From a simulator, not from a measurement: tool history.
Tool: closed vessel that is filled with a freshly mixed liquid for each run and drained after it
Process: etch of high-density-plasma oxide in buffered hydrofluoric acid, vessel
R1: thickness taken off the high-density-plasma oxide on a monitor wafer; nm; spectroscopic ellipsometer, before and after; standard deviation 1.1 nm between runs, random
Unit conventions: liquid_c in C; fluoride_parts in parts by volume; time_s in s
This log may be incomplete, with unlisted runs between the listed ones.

Run 1, day 0: liquid_c 23 C, fluoride_parts 18.5 parts by volume, time_s 85 s. Result: R1 121.12 nm.
Run 2, day 0.275: liquid_c 23 C, fluoride_parts 22.5 parts by volume, time_s 85 s. Result: R1 104.05 nm.
Run 3, day 0.538: liquid_c 24.5 C, fluoride_parts 22.5 parts by volume, time_s 85 s. Result: R1 110.69 nm.
Run 4, day 0.704: liquid_c 24.5 C, fluoride_parts 22.5 parts by volume, time_s 85 s. Result: R1 111.43 nm.
Run 5, day 1.008: liquid_c 24.5 C, fluoride_parts 22.5 parts by volume, time_s 85 s. Result: R1 111.79 nm.
Run 6, day 1.383: liquid_c 22 C, fluoride_parts 22.5 parts by volume, time_s 85 s. Result: R1 98.307 nm.
Run 7, day 1.417: liquid_c 24 C, fluoride_parts 22.5 parts by volume, time_s 85 s. Result: R1 111.06 nm.
Run 8, day 1.692: liquid_c 25.5 C, fluoride_parts 22.5 parts by volume, time_s 85 s. Result: R1 118.73 nm.
Run 9, day 1.804: liquid_c 26.5 C, fluoride_parts 22.5 parts by volume, time_s 85 s. Result: R1 124.62 nm.

Forecast run 10:
Run 10, day 2.142: liquid_c 27.5 C, fluoride_parts 22.5 parts by volume, time_s 85 s. Result: R1 ?.

R1: 132.41 nm
